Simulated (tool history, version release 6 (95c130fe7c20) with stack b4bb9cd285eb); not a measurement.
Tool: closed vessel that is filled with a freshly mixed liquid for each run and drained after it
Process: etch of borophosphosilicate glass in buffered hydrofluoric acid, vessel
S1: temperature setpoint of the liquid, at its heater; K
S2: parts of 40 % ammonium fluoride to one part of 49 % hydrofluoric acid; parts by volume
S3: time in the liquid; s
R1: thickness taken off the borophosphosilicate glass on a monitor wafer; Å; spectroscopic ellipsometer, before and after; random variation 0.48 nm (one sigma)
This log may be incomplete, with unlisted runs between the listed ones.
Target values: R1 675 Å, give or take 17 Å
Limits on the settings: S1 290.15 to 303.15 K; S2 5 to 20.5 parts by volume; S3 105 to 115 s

run 1 hour=0 | S1=295.15 S2=12.5 S3=105 | R1=891.37
run 2 hour=5.2 | S1=294.15 S2=12.5 S3=105 | R1=837.54
run 3 hour=7 | S1=294.15 S2=14.5 S3=105 | R1=707.71
run 4 hour=11.8 | S1=294.15 S2=14.5 S3=115 | R1=784.31
run 5 hour=15.3 | S1=294.15 S2=14.5 S3=115 | R1=789.19
run 6 hour=21.9 | S1=293.65 S2=14.5 S3=115 | R1=758.3
run 7 hour=26.7 | S1=293.15 S2=14.5 S3=115 | R1=742.77
run 8 hour=34.3 | S1=292.65 S2=14.5 S3=115 | R1=730.95
run 9 hour=41.8 | S1=292.15 S2=14.5 S3=115 | R1=709.46

Next run, 4 choices. One meets every target within its allowed miss, the rest don't. Which?
run A hour=49.3 | S1=293.65 S2=15 S3=105 | R1=?
run B hour=49.3 | S1=291.65 S2=14.5 S3=105 | R1=?
run C hour=49.3 | S1=290.65 S2=14 S3=110 | R1=?
run D hour=49.3 | S1=294.65 S2=16.5 S3=115 | R1=?

move=A R1=680.13
move=B R1=629.31
move=C R1=645.32
move=D R1=716.3
A: every result lands within tolerance
B: carries the result that was furthest off beyond its target, to the other side
C: carries the result that was furthest off beyond its target, to the other side
D: its largest miss is bigger than the last run's
Move A is the one to make.

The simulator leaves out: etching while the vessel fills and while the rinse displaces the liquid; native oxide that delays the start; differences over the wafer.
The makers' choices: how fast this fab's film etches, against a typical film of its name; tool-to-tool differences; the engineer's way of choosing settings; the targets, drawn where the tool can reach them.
